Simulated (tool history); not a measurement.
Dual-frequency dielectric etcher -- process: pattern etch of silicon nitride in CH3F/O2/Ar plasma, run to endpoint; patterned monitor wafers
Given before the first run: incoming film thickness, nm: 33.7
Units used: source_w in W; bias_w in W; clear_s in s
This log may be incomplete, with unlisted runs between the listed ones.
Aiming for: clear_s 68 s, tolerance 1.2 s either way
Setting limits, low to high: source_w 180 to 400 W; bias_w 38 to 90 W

run	hour	source_w	bias_w	clear_s
1	0	290	64	62.444
2	0.8	280	64	63.794
3	1.6	260	64	65.627
4	8.1	250	64	65.534
5	15.3	250	72	64.381
6	20.1	250	78	62.892
7	21.9	240	77	63.917
8	24.9	230	77	64.911
9	31.6	220	77	66.13
# hour 33.7: wet clean of the chamber
10	33.7	210	77	64.75
11	42.3	210	77	64.058
12	45.3	200	72	66.29
13	50.3	200	71	66.503

Consider the 4 candidate settings below. Which is the only one whose results all fall within their allowed miss of target?
A	55.3	210	73	?
B	55.3	190	65	?
C	55.3	210	75	?
D	55.3	230	68	?

move	clear_s
A	64.488
B	67.883
C	64.105
D	63.876
A: the biggest miss grows against the last run
B: in spec on every target
C: the biggest miss grows against the last run
D: the biggest miss grows against the last run
B meets every target.

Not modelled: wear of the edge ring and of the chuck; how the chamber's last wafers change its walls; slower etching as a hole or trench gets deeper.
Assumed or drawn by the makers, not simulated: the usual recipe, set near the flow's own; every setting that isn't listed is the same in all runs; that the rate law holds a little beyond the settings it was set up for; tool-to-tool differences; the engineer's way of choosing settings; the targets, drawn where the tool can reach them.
